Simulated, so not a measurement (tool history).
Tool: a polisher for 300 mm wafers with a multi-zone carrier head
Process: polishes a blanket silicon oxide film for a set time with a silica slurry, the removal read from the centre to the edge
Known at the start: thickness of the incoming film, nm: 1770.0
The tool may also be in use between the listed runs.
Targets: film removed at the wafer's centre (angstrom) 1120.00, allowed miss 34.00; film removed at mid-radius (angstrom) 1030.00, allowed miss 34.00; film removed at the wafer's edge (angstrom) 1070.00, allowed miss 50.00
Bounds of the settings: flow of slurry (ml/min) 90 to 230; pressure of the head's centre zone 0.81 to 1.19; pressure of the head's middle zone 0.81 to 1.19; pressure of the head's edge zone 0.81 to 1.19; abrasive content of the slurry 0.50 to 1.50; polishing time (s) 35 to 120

run,hour,flow of slurry (ml/min),pressure of the head's centre zone,pressure of the head's middle zone,pressure of the head's edge zone,abrasive content of the slurry,polishing time (s),film removed at the wafer's centre (angstrom),film removed at mid-radius (angstrom),film removed at the wafer's edge (angstrom)
1,0.0,150,1.00,1.00,1.00,1.00,77,1840.30,1878.90,1783.30
2,0.6,150,0.96,1.00,1.00,1.00,77,1767.40,1852.60,1779.10
3,8.0,150,1.04,1.00,1.00,1.00,77,1907.40,1845.40,1823.10
4,12.3,150,1.04,1.00,1.00,0.90,77,1808.10,1755.40,1690.80
# hour 20.4: worn pad replaced by a new one
5,20.4,150,1.10,1.00,1.00,0.90,77,2048.40,1873.80,1886.40
6,27.9,150,1.04,1.00,1.00,0.90,77,1937.00,1892.20,1823.00
7,31.7,110,0.95,0.90,0.90,0.65,55,931.82,917.22,931.31
8,40.2,130,0.96,0.90,0.91,0.65,55,988.98,963.46,958.40
9,45.3,130,0.96,0.90,0.91,0.65,55,978.21,963.65,984.63
10,51.3,140,0.98,0.89,0.90,0.65,55,1018.60,976.18,982.59
11,58.7,140,0.98,0.89,0.90,0.65,55,1023.80,975.30,975.05
12,61.4,150,0.99,0.89,0.92,0.65,55,1063.70,1003.40,997.83
13,69.1,150,0.99,0.89,0.92,0.65,55,1048.90,988.12,971.70
14,73.4,140,1.00,0.90,0.94,0.65,55,1054.30,988.47,1001.30
15,76.8,145,1.00,0.90,0.96,0.65,55,1059.10,1005.90,1001.70
16,81.7,140,1.01,0.90,0.98,0.65,55,1047.20,959.99,1013.90
17,84.6,145,1.01,0.90,0.99,0.65,55,1065.80,982.53,1033.50
18,92.2,150,1.01,0.90,1.00,0.65,55,1073.30,989.39,1053.50
19,96.5,155,1.01,0.90,1.00,0.65,55,1074.30,995.16,1040.10

5 next moves are on the table. One of them brings every result within its allowed miss. Which?
A,100.8,120,1.01,0.85,1.02,0.55,67,?,?,?
B,100.8,155,1.00,0.88,0.96,0.80,49,?,?,?
C,100.8,180,0.94,0.95,0.94,0.55,63,?,?,?
D,100.8,170,1.02,0.96,1.06,0.60,56,?,?,?
E,100.8,145,1.02,0.82,1.17,0.75,49,?,?,?

move,film removed at the wafer's centre (angstrom),film removed at mid-radius (angstrom),film removed at the wafer's edge (angstrom)
A,1065.90,964.14,1034.80
B,1115.10,1034.50,1037.90
C,1018.80,1054.80,987.79
D,1055.90,1015.00,1003.10
E,1071.20,932.11,1085.10
A: further off than the last run
B: meets every target
C: further off than the last run
D: further off than the last run
E: further off than the last run
Answer: B
